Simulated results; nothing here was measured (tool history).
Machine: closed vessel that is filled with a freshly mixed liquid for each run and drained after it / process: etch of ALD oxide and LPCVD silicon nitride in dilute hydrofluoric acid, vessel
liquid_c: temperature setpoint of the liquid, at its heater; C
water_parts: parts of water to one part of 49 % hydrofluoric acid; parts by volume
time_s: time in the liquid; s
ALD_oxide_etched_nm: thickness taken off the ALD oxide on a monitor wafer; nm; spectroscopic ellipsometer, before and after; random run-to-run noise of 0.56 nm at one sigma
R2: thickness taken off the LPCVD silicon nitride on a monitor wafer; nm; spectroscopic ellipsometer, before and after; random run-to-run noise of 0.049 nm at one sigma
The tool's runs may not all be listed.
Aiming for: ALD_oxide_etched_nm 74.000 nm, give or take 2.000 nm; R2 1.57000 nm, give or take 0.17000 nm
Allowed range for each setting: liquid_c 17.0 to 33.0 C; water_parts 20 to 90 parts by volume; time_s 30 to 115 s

{"run": 1, "hour": 0.0, "liquid_c": 25.0, "water_parts": 50, "time_s": 60, "ALD_oxide_etched_nm": 26.017, "R2": 0.67635}
{"run": 2, "hour": 9.1, "liquid_c": 27.0, "water_parts": 50, "time_s": 60, "ALD_oxide_etched_nm": 28.286, "R2": 0.76694}
{"run": 3, "hour": 14.4, "liquid_c": 27.0, "water_parts": 45, "time_s": 65, "ALD_oxide_etched_nm": 34.455, "R2": 0.88991}
{"run": 4, "hour": 17.0, "liquid_c": 27.0, "water_parts": 45, "time_s": 50, "ALD_oxide_etched_nm": 26.331, "R2": 0.71526}
{"run": 5, "hour": 23.9, "liquid_c": 27.0, "water_parts": 55, "time_s": 50, "ALD_oxide_etched_nm": 21.293, "R2": 0.55281}
{"run": 6, "hour": 25.6, "liquid_c": 27.0, "water_parts": 55, "time_s": 60, "ALD_oxide_etched_nm": 25.377, "R2": 0.71976}
{"run": 7, "hour": 31.9, "liquid_c": 27.0, "water_parts": 55, "time_s": 60, "ALD_oxide_etched_nm": 25.345, "R2": 0.67087}
{"run": 8, "hour": 35.9, "liquid_c": 27.0, "water_parts": 50, "time_s": 60, "ALD_oxide_etched_nm": 28.179, "R2": 0.73331}
{"run": 9, "hour": 41.2, "liquid_c": 27.5, "water_parts": 45, "time_s": 60, "ALD_oxide_etched_nm": 32.04, "R2": 0.892}
{"run": 10, "hour": 43.5, "liquid_c": 26.5, "water_parts": 40, "time_s": 65, "ALD_oxide_etched_nm": 37.693, "R2": 0.97267}
{"run": 11, "hour": 45.4, "liquid_c": 26.5, "water_parts": 35, "time_s": 65, "ALD_oxide_etched_nm": 43.965, "R2": 1.1227}
{"run": 12, "hour": 51.7, "liquid_c": 26.0, "water_parts": 25, "time_s": 70, "ALD_oxide_etched_nm": 64.822, "R2": 1.5902}
{"run": 13, "hour": 57.4, "liquid_c": 25.5, "water_parts": 25, "time_s": 70, "ALD_oxide_etched_nm": 63.805, "R2": 1.4936}
{"run": 14, "hour": 66.6, "liquid_c": 25.5, "water_parts": 25, "time_s": 70, "ALD_oxide_etched_nm": 63.799, "R2": 1.5295}
{"run": 15, "hour": 69.7, "liquid_c": 25.0, "water_parts": 25, "time_s": 70, "ALD_oxide_etched_nm": 62.541, "R2": 1.5062}
{"run": 16, "hour": 74.6, "liquid_c": 24.5, "water_parts": 25, "time_s": 70, "ALD_oxide_etched_nm": 61.402, "R2": 1.5161}
{"run": 17, "hour": 77.3, "liquid_c": 25.5, "water_parts": 25, "time_s": 70, "ALD_oxide_etched_nm": 64.048, "R2": 1.5753}
{"run": 18, "hour": 86.5, "liquid_c": 26.0, "water_parts": 20, "time_s": 70, "ALD_oxide_etched_nm": 82.601, "R2": 2.0861}
{"run": 19, "hour": 94.5, "liquid_c": 25.5, "water_parts": 20, "time_s": 70, "ALD_oxide_etched_nm": 79.996, "R2": 1.9835}

4 next moves are on the table. One of them brings every result within its allowed miss. Which?
{"run": "A", "hour": 102.5, "liquid_c": 26.5, "water_parts": 20, "time_s": 65, "ALD_oxide_etched_nm": "?", "R2": "?"}
{"run": "B", "hour": 102.5, "liquid_c": 18.0, "water_parts": 20, "time_s": 95, "ALD_oxide_etched_nm": "?", "R2": "?"}
{"run": "C", "hour": 102.5, "liquid_c": 27.5, "water_parts": 30, "time_s": 95, "ALD_oxide_etched_nm": "?", "R2": "?"}
{"run": "D", "hour": 102.5, "liquid_c": 20.5, "water_parts": 25, "time_s": 100, "ALD_oxide_etched_nm": "?", "R2": "?"}

move=A ALD_oxide_etched_nm=77.830 R2=1.95240
move=B ALD_oxide_etched_nm=79.081 R2=1.58230
move=C ALD_oxide_etched_nm=77.862 R2=2.06500
move=D ALD_oxide_etched_nm=73.828 R2=1.60730
A: closer than the last run, but not yet in spec
B: closer than the last run, but not yet in spec
C: roughly where the last run was
D: every result within its allowed miss
Move D is the one to make.
